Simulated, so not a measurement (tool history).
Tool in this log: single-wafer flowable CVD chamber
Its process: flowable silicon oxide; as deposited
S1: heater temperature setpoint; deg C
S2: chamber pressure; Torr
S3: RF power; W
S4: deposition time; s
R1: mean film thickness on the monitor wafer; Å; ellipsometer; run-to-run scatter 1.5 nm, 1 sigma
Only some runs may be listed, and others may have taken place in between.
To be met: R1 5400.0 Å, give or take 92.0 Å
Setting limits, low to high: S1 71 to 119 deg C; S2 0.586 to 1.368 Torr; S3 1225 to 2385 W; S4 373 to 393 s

| run | hour | S1 | S2 | S3 | S4 | R1 |
|---|---|---|---|---|---|---|
| 1 | 0.0 | 95 | 0.977 | 1805 | 393 | 2864.9 |
| 2 | 7.1 | 85 | 0.977 | 1805 | 393 | 3907.3 |
| 3 | 9.9 | 81 | 0.978 | 1805 | 393 | 4405.7 |
| 4 | 11.2 | 81 | 0.978 | 1805 | 373 | 4193.0 |
| 5 | 18.2 | 91 | 0.978 | 1805 | 373 | 3070.4 |
|  | 19.8 | thermocouple changed; heater temperature recalibrated |
| 6 | 19.8 | 91 | 0.847 | 1805 | 373 | 3224.2 |
| 7 | 25.7 | 85 | 0.842 | 1805 | 373 | 3837.7 |
| 8 | 31.1 | 81 | 0.839 | 1805 | 373 | 4269.7 |

5 candidate next runs follow, results not yet known. Just one meets every target within its allowed miss. Identify it.
| A | 36.5 | 95 | 0.871 | 1840 | 373 | ? |
| B | 36.5 | 82 | 0.942 | 1820 | 390 | ? |
| C | 36.5 | 80 | 1.001 | 1715 | 393 | ? |
| D | 36.5 | 81 | 0.658 | 1870 | 374 | ? |
| E | 36.5 | 71 | 0.750 | 1860 | 393 | ? |

| move | R1 |
|---|---|
| A | 2935.5 |
| B | 4851.8 |
| C | 5412.7 |
| D | 3401.5 |
| E | 5172.4 |
A: moves away from the targets compared with the last run
B: moves toward the targets from the last run without getting all of them in spec
C: each result inside its tolerance
D: moves away from the targets compared with the last run
E: moves toward the targets from the last run without getting all of them in spec
The move that meets every target is C.
